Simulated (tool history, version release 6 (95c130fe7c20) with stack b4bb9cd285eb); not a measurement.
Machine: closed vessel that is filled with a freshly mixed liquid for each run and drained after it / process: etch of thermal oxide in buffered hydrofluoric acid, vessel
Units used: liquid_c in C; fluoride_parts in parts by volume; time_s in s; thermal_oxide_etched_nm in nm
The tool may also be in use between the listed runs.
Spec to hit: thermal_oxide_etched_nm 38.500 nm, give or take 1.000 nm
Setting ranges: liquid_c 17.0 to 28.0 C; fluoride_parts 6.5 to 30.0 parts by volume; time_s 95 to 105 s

run,hour,liquid_c,fluoride_parts,time_s,thermal_oxide_etched_nm
1,0.0,20.0,18.5,95,47.567
2,0.8,20.0,18.5,105,53.281
3,2.9,19.5,19.0,105,49.681
4,8.0,19.0,19.0,105,49.859
# hour 16.3: hydrofluoric acid flow meter replaced
5,16.3,19.0,14.5,105,57.747
6,17.3,18.5,15.5,105,52.051
7,20.7,18.5,16.0,105,50.673
8,26.2,18.5,16.5,105,48.614
9,34.8,17.5,17.5,105,43.433
10,42.7,17.0,18.5,105,40.305

Which of these 5 next moves meets every target?
A,50.6,17.5,16.5,95,?
B,50.6,17.0,17.0,105,?
C,50.6,17.5,19.0,100,?
D,50.6,17.0,15.5,95,?
E,50.6,17.0,16.0,100,?

move,thermal_oxide_etched_nm
A,42.094
B,43.902
C,38.547
D,43.509
E,44.388
A: its largest miss is bigger than the last run's
B: its largest miss is bigger than the last run's
C: each result inside its tolerance
D: its largest miss is bigger than the last run's
E: its largest miss is bigger than the last run's
So the answer is move C, the one that meets all the targets.
